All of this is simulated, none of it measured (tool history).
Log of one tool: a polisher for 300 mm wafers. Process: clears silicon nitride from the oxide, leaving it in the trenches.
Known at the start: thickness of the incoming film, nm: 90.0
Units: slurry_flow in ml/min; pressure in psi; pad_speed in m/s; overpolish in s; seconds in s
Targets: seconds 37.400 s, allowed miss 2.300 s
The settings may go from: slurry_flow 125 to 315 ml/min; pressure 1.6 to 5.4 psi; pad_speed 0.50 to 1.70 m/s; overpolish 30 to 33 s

run,hour,slurry_flow,pressure,pad_speed,overpolish,seconds
1,0.0,205,3.5,1.10,30,64.295
2,6.9,205,3.7,1.10,30,59.442
3,11.5,205,3.7,0.98,30,64.887
4,19.4,205,3.0,0.98,30,79.246
5,27.2,205,3.8,0.98,30,64.384
6,28.4,205,4.0,1.00,30,58.663
7,35.7,205,4.2,1.00,30,55.543
8,37.1,205,4.3,1.00,30,55.476
9,38.3,205,4.4,1.02,30,53.464
10,41.7,205,4.5,1.04,30,51.465
11,46.1,205,4.6,1.06,30,49.014
12,51.1,205,5.4,1.12,30,40.854
13,58.6,205,5.4,1.14,30,39.840
14,61.5,205,5.4,1.16,30,39.188

4 next moves are on the table. One of them brings every result within its allowed miss. Which?
A,64.4,180,5.4,1.26,33,?
B,64.4,215,4.9,1.16,30,?
C,64.4,180,5.2,1.18,32,?
D,64.4,215,5.4,1.04,30,?

move,seconds
A,37.893
B,43.486
C,41.542
D,43.303
A: meets every target
B: further off than the last run
C: further off than the last run
D: further off than the last run
The right move is A.

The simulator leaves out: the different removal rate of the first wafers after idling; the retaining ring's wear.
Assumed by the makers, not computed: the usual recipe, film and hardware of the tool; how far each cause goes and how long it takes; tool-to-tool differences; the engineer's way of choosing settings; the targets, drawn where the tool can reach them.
